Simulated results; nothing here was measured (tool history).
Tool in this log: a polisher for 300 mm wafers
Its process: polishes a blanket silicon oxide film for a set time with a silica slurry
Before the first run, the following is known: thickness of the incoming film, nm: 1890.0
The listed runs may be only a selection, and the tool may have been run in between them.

run  hour  flow of slurry (ml/min)  pressure of the wafer on the pad (psi)  speed of the pad under the wafer (cm/s)  abrasive content of the slurry  polishing time (s)  film removed (angstrom)
  1     0                      175                                     2.8                                      102                               1                  59                   1121.2
  2   8.6                      175                                     2.6                                      102                               1                  59                   1079.8
  3  15.5                      175                                     2.6                                      112                               1                  59                   1137.5
  4  17.1                      175                                       3                                      112                               1                  59                   1316.5
  5  21.7                      175                                     2.7                                      110                               1                  59                   1165.1
  6  27.2                      175                                     2.5                                      108                               1                  59                   1065.2
  7    36                      175                                     2.3                                      106                               1                  59                   995.64
  8  37.5                      175                                     2.1                                      104                               1                  59                   888.62
  9  42.9                      170                                     1.3                                      102                               1                  59                   546.94
 10  47.4                      175                                     1.3                                      102                               1                  59                   563.32
     50.4  -- slurry nozzle cleaned
 11  50.4                      180                                     1.3                                      102                               1                  59                   572.95
 12    51                      185                                     1.3                                      102                               1                  59                   580.48
 13  59.2                      190                                     1.3                                      102                               1                  59                   585.46

Run 14 has not been measured yet. What should we expect?
 14  63.1                      195                                     1.3                                      102                               1                  59                        ?

film removed (angstrom): 594.78

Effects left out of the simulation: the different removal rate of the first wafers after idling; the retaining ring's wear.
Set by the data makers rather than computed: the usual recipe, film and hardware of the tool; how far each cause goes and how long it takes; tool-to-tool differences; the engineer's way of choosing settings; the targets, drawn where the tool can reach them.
